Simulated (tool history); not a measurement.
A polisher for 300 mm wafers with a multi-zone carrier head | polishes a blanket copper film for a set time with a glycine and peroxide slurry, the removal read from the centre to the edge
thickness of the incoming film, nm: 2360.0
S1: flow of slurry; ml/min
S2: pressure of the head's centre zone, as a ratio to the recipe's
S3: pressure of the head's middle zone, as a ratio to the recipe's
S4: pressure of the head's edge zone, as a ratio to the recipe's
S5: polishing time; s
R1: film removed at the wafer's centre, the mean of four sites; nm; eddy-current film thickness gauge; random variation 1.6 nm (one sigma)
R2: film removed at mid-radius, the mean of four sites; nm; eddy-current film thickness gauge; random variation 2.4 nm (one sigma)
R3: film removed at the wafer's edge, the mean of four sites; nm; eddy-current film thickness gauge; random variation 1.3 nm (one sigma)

{"run": 1, "day": 0.0, "S1": 210, "S2": 1, "S3": 1, "S4": 1, "S5": 41, "R1": 140.79, "R2": 144.39, "R3": 143.79}
{"run": 2, "day": 0.138, "S1": 210, "S2": 1, "S3": 1, "S4": 1.07, "S5": 41, "R1": 138.64, "R2": 145.76, "R3": 149.16}
{"run": 3, "day": 0.275, "S1": 210, "S2": 1, "S3": 1.03, "S4": 1.07, "S5": 41, "R1": 138.47, "R2": 151.1, "R3": 147.86}
{"run": 4, "day": 0.55, "S1": 220, "S2": 1.03, "S3": 1.04, "S4": 1.09, "S5": 43, "R1": 151.77, "R2": 160.51, "R3": 158.16}
{"run": 5, "day": 0.708, "S1": 220, "S2": 1.03, "S3": 1.04, "S4": 1.09, "S5": 37, "R1": 131.35, "R2": 135.25, "R3": 134.48}
{"run": 6, "day": 1.042, "S1": 230, "S2": 1.05, "S3": 1.06, "S4": 1.1, "S5": 39, "R1": 140.82, "R2": 144.89, "R3": 141.2}
{"run": 7, "day": 1.25, "S1": 235, "S2": 1.07, "S3": 1.07, "S4": 1.11, "S5": 41, "R1": 152.99, "R2": 154.86, "R3": 152.38}
{"run": 8, "day": 1.596, "S1": 240, "S2": 1.08, "S3": 1.09, "S4": 1.12, "S5": 43, "R1": 159.93, "R2": 167.06, "R3": 160.33}
{"run": 9, "day": 1.662, "S1": 250, "S2": 1.1, "S3": 1.1, "S4": 1.13, "S5": 44, "R1": 168.38, "R2": 171.83, "R3": 164.45}
{"run": 10, "day": 1.875, "S1": 280, "S2": 1.15, "S3": 1.19, "S4": 1.18, "S5": 53, "R1": 218.82, "R2": 221.43, "R3": 208.03}

Run 11 comes next. What will it give?
{"run": 11, "day": 1.958, "S1": 280, "S2": 1.15, "S3": 1.19, "S4": 1.18, "S5": 53, "R1": "?", "R2": "?", "R3": "?"}

{"run 11": {"R1": 215.3, "R2": 225.43, "R3": 204.62}}
